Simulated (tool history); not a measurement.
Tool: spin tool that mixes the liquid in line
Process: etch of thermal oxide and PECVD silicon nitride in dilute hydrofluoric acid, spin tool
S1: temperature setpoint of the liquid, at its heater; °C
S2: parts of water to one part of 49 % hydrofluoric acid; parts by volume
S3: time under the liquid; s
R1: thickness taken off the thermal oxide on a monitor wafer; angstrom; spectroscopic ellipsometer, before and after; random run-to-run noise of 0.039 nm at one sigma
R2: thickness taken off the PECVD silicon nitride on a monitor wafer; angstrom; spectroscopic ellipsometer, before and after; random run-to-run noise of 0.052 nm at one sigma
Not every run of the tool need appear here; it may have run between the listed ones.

Run 1, hour 0: S1 21 °C, S2 280 parts by volume, S3 180 s. Result: R1 24.144 angstrom, R2 20.074 angstrom.
Run 2, hour 4.3: S1 21 °C, S2 235 parts by volume, S3 175 s. Result: R1 28.93 angstrom, R2 22.862 angstrom.
Run 3, hour 7.4: S1 21 °C, S2 235 parts by volume, S3 135 s. Result: R1 22.033 angstrom, R2 17.839 angstrom.
Run 4, hour 12.1: S1 23.5 °C, S2 235 parts by volume, S3 135 s. Result: R1 24.612 angstrom, R2 20.553 angstrom.
Run 5, hour 17.9: S1 25.5 °C, S2 235 parts by volume, S3 135 s. Result: R1 26.218 angstrom, R2 22.316 angstrom.
Run 6, hour 26.4: S1 23 °C, S2 235 parts by volume, S3 135 s. Result: R1 24.211 angstrom, R2 20.151 angstrom.
Run 7, hour 29.4: S1 23 °C, S2 190 parts by volume, S3 130 s. Result: R1 29.991 angstrom, R2 23.694 angstrom.
Run 8, hour 34.4: S1 23 °C, S2 90 parts by volume, S3 110 s. Result: R1 58.638 angstrom, R2 41.927 angstrom.

Run 9 is up next; what results do you expect?
Run 9, hour 38.4: S1 22 °C, S2 105 parts by volume, S3 110 s. Result: R1 ?, R2 ?.

Run 9 came out at R1 48.658 angstrom, R2 33.043 angstrom.

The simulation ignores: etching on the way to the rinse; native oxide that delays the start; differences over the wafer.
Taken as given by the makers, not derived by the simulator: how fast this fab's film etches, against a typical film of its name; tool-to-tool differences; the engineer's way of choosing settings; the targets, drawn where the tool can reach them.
